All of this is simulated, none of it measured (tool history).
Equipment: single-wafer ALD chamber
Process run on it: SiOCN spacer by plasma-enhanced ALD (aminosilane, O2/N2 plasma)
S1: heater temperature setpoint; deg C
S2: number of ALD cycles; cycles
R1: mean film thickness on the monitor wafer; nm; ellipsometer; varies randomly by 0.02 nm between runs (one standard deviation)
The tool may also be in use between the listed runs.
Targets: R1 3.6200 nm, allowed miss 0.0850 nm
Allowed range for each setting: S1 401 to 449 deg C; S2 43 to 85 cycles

run 1 hour=0.0 | S1=425 S2=64 | R1=4.2384
run 2 hour=6.7 | S1=418 S2=64 | R1=4.3724
run 3 hour=10.7 | S1=423 S2=64 | R1=4.2566
run 4 hour=15.3 | S1=419 S2=64 | R1=4.3558
run 5 hour=22.6 | S1=424 S2=62 | R1=4.1151
run 6 hour=26.6 | S1=433 S2=62 | R1=3.9821
run 7 hour=28.2 | S1=435 S2=61 | R1=3.9165
run 8 hour=33.7 | S1=437 S2=60 | R1=3.7757
run 9 hour=37.1 | S1=438 S2=60 | R1=3.7918
run 10 hour=45.7 | S1=439 S2=60 | R1=3.7680

Consider the 4 candidate settings below. Which is the only one whose results all fall within their allowed miss of target?
run A hour=54.3 | S1=439 S2=62 | R1=?
run B hour=54.3 | S1=431 S2=62 | R1=?
run C hour=54.3 | S1=441 S2=58 | R1=?
run D hour=54.3 | S1=448 S2=65 | R1=?

move=A R1=3.9091
move=B R1=4.0310
move=C R1=3.6284
move=D R1=3.9544
A: the biggest miss grows against the last run
B: the biggest miss grows against the last run
C: in spec on every target
D: the biggest miss grows against the last run
The right move is C.
